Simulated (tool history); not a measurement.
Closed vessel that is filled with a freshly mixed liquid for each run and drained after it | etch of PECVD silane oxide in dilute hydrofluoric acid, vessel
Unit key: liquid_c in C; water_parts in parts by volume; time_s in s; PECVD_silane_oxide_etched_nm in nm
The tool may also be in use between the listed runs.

run,hour,liquid_c,water_parts,time_s,PECVD_silane_oxide_etched_nm
1,0,25,110,30,13.084
2,2.6,27,105,30,14.884
3,8.4,28.5,100,30,16.652
4,9.5,25.5,100,30,14.993
5,16.5,25.5,100,30,14.83
6,22.4,27.5,95,30,16.996
7,29.3,29,95,30,18.015
8,32.4,30,95,30,18.489
9,37.6,33,90,30,22.205

Run 10 has not been measured yet. What should we expect?
10,42.9,32.5,90,30,?

PECVD_silane_oxide_etched_nm: 21.948 nm

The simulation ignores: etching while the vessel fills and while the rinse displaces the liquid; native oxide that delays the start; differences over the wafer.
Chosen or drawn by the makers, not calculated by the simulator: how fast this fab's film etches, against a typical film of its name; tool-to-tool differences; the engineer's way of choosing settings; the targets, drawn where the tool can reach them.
